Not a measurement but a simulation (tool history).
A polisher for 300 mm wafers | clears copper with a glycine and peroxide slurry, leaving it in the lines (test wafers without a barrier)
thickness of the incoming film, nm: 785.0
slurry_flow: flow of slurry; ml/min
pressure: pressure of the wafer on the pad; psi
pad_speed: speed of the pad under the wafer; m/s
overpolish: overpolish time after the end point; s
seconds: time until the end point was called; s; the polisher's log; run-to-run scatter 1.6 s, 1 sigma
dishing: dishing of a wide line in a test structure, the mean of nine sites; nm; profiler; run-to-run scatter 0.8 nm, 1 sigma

{"run": 1, "hour": 0.0, "slurry_flow": 200, "pressure": 2.2, "pad_speed": 1.26, "overpolish": 16, "seconds": 176.99, "dishing": 53.119}
{"run": 2, "hour": 4.4, "slurry_flow": 200, "pressure": 2.2, "pad_speed": 1.26, "overpolish": 12, "seconds": 176.11, "dishing": 41.676}
{"run": 3, "hour": 5.5, "slurry_flow": 200, "pressure": 2.2, "pad_speed": 1.06, "overpolish": 12, "seconds": 197.64, "dishing": 38.295}
{"run": 4, "hour": 12.7, "slurry_flow": 200, "pressure": 2.3, "pad_speed": 1.06, "overpolish": 12, "seconds": 190.15, "dishing": 39.848}
{"run": 5, "hour": 18.9, "slurry_flow": 250, "pressure": 2.3, "pad_speed": 1.06, "overpolish": 12, "seconds": 183.27, "dishing": 41.005}
{"run": 6, "hour": 26.6, "slurry_flow": 250, "pressure": 2.4, "pad_speed": 1.06, "overpolish": 12, "seconds": 180.74, "dishing": 41.435}
{"run": 7, "hour": 27.9, "slurry_flow": 250, "pressure": 2.5, "pad_speed": 1.06, "overpolish": 12, "seconds": 170.62, "dishing": 41.934}

Run 8 has not been measured yet. What should we expect?
{"run": 8, "hour": 35.1, "slurry_flow": 250, "pressure": 2.6, "pad_speed": 1.06, "overpolish": 12, "seconds": "?", "dishing": "?"}

{"run 8": {"seconds": 168.72, "dishing": 44.114}}
